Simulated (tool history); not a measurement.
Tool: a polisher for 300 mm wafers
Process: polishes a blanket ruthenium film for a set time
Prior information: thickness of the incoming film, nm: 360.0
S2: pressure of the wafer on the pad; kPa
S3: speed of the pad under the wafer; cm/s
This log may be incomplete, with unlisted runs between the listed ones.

{"run": 1, "day": 0.0, "flow of slurry (ml/min)": 150, "S2": 16.5, "S3": 122, "polishing time (s)": 114, "film removed (Å)": 1702.0}
{"run": 2, "day": 0.304, "flow of slurry (ml/min)": 155, "S2": 17.2, "S3": 122, "polishing time (s)": 114, "film removed (Å)": 1779.0}
{"run": 3, "day": 0.483, "flow of slurry (ml/min)": 155, "S2": 17.2, "S3": 122, "polishing time (s)": 114, "film removed (Å)": 1784.5}
{"run": 4, "day": 0.662, "flow of slurry (ml/min)": 160, "S2": 17.9, "S3": 122, "polishing time (s)": 114, "film removed (Å)": 1863.9}
{"run": 5, "day": 0.862, "flow of slurry (ml/min)": 160, "S2": 17.9, "S3": 122, "polishing time (s)": 119, "film removed (Å)": 1970.5}
{"run": 6, "day": 1.15, "flow of slurry (ml/min)": 140, "S2": 17.9, "S3": 122, "polishing time (s)": 119, "film removed (Å)": 1911.4}

For run 7, what comes out?
{"run": 7, "day": 1.354, "flow of slurry (ml/min)": 150, "S2": 17.9, "S3": 122, "polishing time (s)": 119, "film removed (Å)": "?"}

{"run 7": {"film removed (Å)": 1943.5}}

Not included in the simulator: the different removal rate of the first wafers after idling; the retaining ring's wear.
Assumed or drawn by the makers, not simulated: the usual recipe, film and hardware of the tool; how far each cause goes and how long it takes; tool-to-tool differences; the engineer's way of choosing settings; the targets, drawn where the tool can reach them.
